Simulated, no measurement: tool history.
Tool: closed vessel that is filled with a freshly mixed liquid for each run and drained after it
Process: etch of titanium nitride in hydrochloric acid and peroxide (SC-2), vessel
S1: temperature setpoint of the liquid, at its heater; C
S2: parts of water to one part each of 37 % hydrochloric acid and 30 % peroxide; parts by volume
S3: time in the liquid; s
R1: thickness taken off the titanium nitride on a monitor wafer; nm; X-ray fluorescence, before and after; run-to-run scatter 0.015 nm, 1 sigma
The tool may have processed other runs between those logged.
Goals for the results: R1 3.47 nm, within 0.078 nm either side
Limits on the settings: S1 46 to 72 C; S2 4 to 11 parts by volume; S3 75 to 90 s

run  hour    S1   S2  S3      R1
  1     0    62    6  90  4.5253
  2   4.3    62    6  90  4.5225
  3  13.4    61    6  90  4.2767
  4  16.1    61    4  90  5.6801
  5  21.5    61  5.5  90  4.5608
  6  26.4    60  5.5  90   4.261
  7  29.4  59.5  5.5  90   4.134
  8  38.1    59  5.5  90  4.0495
  9  42.5  58.5  5.5  90  3.8762
 10  44.9  58.5  5.5  90  3.8591
 11  48.7    58  5.5  90  3.7614
 12  52.6  57.5  5.5  90  3.6723

4 candidate next runs follow, results not yet known. Just one meets every target within its allowed miss. Identify it.
  A  56.5    58  6.5  90   ?
  B  56.5  58.5    6  85   ?
  C  56.5  58.5  5.5  75   ?
  D  56.5    59    6  80   ?

move      R1
   A  3.3178
   B  3.4366
   C  3.2344
   D  3.3383
A: takes the biggest miss from the last run beyond its target
B: each result inside its tolerance
C: takes the biggest miss from the last run beyond its target
D: takes the biggest miss from the last run beyond its target
Answer: B
